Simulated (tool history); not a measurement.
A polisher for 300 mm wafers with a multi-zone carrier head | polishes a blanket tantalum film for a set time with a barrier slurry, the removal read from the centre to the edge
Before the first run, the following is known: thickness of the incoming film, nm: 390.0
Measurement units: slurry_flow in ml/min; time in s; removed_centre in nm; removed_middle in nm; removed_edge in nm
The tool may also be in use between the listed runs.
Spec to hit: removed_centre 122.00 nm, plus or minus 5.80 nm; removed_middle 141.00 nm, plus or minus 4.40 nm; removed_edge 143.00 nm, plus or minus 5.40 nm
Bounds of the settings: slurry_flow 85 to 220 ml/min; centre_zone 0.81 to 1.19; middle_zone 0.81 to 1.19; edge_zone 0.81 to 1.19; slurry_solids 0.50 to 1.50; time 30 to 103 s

run 1 hour=0.0 | slurry_flow=140 centre_zone=1.00 middle_zone=1.00 edge_zone=1.00 slurry_solids=1.00 time=66 | removed_centre=104.06 removed_middle=102.89 removed_edge=101.26
run 2 hour=1.2 | slurry_flow=145 centre_zone=0.98 middle_zone=1.01 edge_zone=1.03 slurry_solids=1.10 time=67 | removed_centre=105.24 removed_middle=107.14 removed_edge=108.79
run 3 hour=4.3 | slurry_flow=155 centre_zone=0.98 middle_zone=1.04 edge_zone=1.05 slurry_solids=1.20 time=67 | removed_centre=108.63 removed_middle=114.35 removed_edge=115.83
run 4 hour=11.3 | slurry_flow=130 centre_zone=0.98 middle_zone=1.04 edge_zone=1.05 slurry_solids=1.20 time=67 | removed_centre=106.63 removed_middle=110.66 removed_edge=112.34
run 5 hour=13.2 | slurry_flow=130 centre_zone=0.98 middle_zone=0.97 edge_zone=1.05 slurry_solids=1.20 time=67 | removed_centre=104.66 removed_middle=103.87 removed_edge=110.43
run 6 hour=15.2 | slurry_flow=130 centre_zone=0.98 middle_zone=0.94 edge_zone=1.05 slurry_solids=1.20 time=67 | removed_centre=108.62 removed_middle=103.49 removed_edge=113.25
run 7 hour=19.0 | slurry_flow=140 centre_zone=0.98 middle_zone=0.98 edge_zone=1.06 slurry_solids=1.25 time=68 | removed_centre=111.29 removed_middle=108.85 removed_edge=115.15
run 8 hour=26.0 | slurry_flow=145 centre_zone=0.97 middle_zone=1.01 edge_zone=1.08 slurry_solids=1.30 time=69 | removed_centre=114.32 removed_middle=114.52 removed_edge=117.26
run 9 hour=32.4 | slurry_flow=145 centre_zone=0.97 middle_zone=1.01 edge_zone=1.08 slurry_solids=1.30 time=69 | removed_centre=112.30 removed_middle=114.29 removed_edge=116.37
run 10 hour=35.6 | slurry_flow=135 centre_zone=0.94 middle_zone=1.01 edge_zone=1.09 slurry_solids=1.35 time=73 | removed_centre=113.68 removed_middle=119.73 removed_edge=127.63
run 11 hour=42.6 | slurry_flow=140 centre_zone=0.93 middle_zone=1.02 edge_zone=1.09 slurry_solids=1.40 time=74 | removed_centre=116.17 removed_middle=126.43 removed_edge=129.88
run 12 hour=49.9 | slurry_flow=145 centre_zone=0.92 middle_zone=1.03 edge_zone=1.10 slurry_solids=1.40 time=75 | removed_centre=116.29 removed_middle=126.83 removed_edge=134.15
run 13 hour=51.2 | slurry_flow=150 centre_zone=0.92 middle_zone=1.04 edge_zone=1.10 slurry_solids=1.40 time=75 | removed_centre=118.06 removed_middle=132.61 removed_edge=132.01
run 14 hour=53.5 | slurry_flow=150 centre_zone=0.92 middle_zone=1.04 edge_zone=1.11 slurry_solids=1.40 time=76 | removed_centre=120.45 removed_middle=131.75 removed_edge=136.34
run 15 hour=56.2 | slurry_flow=150 centre_zone=0.92 middle_zone=1.04 edge_zone=1.11 slurry_solids=1.40 time=76 | removed_centre=120.19 removed_middle=133.39 removed_edge=135.51
run 16 hour=61.0 | slurry_flow=150 centre_zone=0.91 middle_zone=1.04 edge_zone=1.12 slurry_solids=1.40 time=76 | removed_centre=121.66 removed_middle=132.85 removed_edge=139.13
run 17 hour=63.5 | slurry_flow=155 centre_zone=0.90 middle_zone=1.05 edge_zone=1.12 slurry_solids=1.40 time=76 | removed_centre=117.82 removed_middle=133.94 removed_edge=137.17
run 18 hour=64.2 | slurry_flow=160 centre_zone=0.90 middle_zone=1.05 edge_zone=1.13 slurry_solids=1.40 time=76 | removed_centre=118.88 removed_middle=134.72 removed_edge=135.72

5 next moves are on the table. One of them brings every result within its allowed miss. Which?
run A hour=64.9 | slurry_flow=220 centre_zone=0.99 middle_zone=1.13 edge_zone=1.11 slurry_solids=1.35 time=69 | removed_centre=? removed_middle=? removed_edge=?
run B hour=64.9 | slurry_flow=110 centre_zone=0.89 middle_zone=1.07 edge_zone=1.05 slurry_solids=1.35 time=86 | removed_centre=? removed_middle=? removed_edge=?
run C hour=64.9 | slurry_flow=180 centre_zone=1.00 middle_zone=1.08 edge_zone=1.10 slurry_solids=1.30 time=69 | removed_centre=? removed_middle=? removed_edge=?
run D hour=64.9 | slurry_flow=220 centre_zone=0.88 middle_zone=1.10 edge_zone=1.10 slurry_solids=1.35 time=70 | removed_centre=? removed_middle=? removed_edge=?
run E hour=64.9 | slurry_flow=110 centre_zone=0.85 middle_zone=0.89 edge_zone=1.16 slurry_solids=1.40 time=86 | removed_centre=? removed_middle=? removed_edge=?

move=A removed_centre=124.28 removed_middle=133.61 removed_edge=127.96
move=B removed_centre=118.47 removed_middle=139.76 removed_edge=140.18
move=C removed_centre=120.34 removed_middle=124.95 removed_edge=123.57
move=D removed_centre=111.95 removed_middle=133.34 removed_edge=129.25
move=E removed_centre=113.87 removed_middle=126.12 removed_edge=148.82
A: moves away from the targets compared with the last run
B: in spec on every target
C: moves away from the targets compared with the last run
D: moves away from the targets compared with the last run
E: moves away from the targets compared with the last run
Move B is the one to make.
